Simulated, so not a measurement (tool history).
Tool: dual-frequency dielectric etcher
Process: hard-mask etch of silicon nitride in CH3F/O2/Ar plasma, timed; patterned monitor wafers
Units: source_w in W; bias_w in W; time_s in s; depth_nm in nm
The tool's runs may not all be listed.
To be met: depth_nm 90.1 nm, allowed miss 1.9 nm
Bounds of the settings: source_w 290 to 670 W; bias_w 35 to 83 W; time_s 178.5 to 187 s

run 1 day=0 | source_w=480 bias_w=59 time_s=178.5 | depth_nm=121.16
run 2 day=0.092 | source_w=480 bias_w=59 time_s=178.5 | depth_nm=120.73
run 3 day=0.138 | source_w=480 bias_w=66 time_s=178.5 | depth_nm=124.84
run 4 day=0.467 | source_w=450 bias_w=61 time_s=178.5 | depth_nm=117.89
run 5 day=0.546 | source_w=420 bias_w=58 time_s=178.5 | depth_nm=113.54
run 6 day=0.875 | source_w=490 bias_w=58 time_s=178.5 | depth_nm=121.19
run 7 day=1.196 | source_w=460 bias_w=54 time_s=178.5 | depth_nm=115.51
run 8 day=1.321 | source_w=430 bias_w=51 time_s=178.5 | depth_nm=109.42
run 9 day=1.683 | source_w=430 bias_w=51 time_s=178.5 | depth_nm=108.45
run 10 day=1.925 | source_w=410 bias_w=50 time_s=178.5 | depth_nm=105.99
run 11 day=1.983 | source_w=310 bias_w=38 time_s=178.5 | depth_nm=86.387
run 12 day=2.288 | source_w=320 bias_w=38 time_s=178.5 | depth_nm=87.188

Which of these 5 next moves meets every target?
run A day=2.592 | source_w=300 bias_w=35 time_s=180 | depth_nm=?
run B day=2.592 | source_w=340 bias_w=36 time_s=183.5 | depth_nm=?
run C day=2.592 | source_w=290 bias_w=35 time_s=182.5 | depth_nm=?
run D day=2.592 | source_w=290 bias_w=35 time_s=178.5 | depth_nm=?
run E day=2.592 | source_w=300 bias_w=36 time_s=183.5 | depth_nm=?

move=A depth_nm=83.436
move=B depth_nm=90.92
move=C depth_nm=83.267
move=D depth_nm=81.442
move=E depth_nm=85.825
A: further off than the last run
B: meets every target
C: further off than the last run
D: further off than the last run
E: further off than the last run
The right move is B.
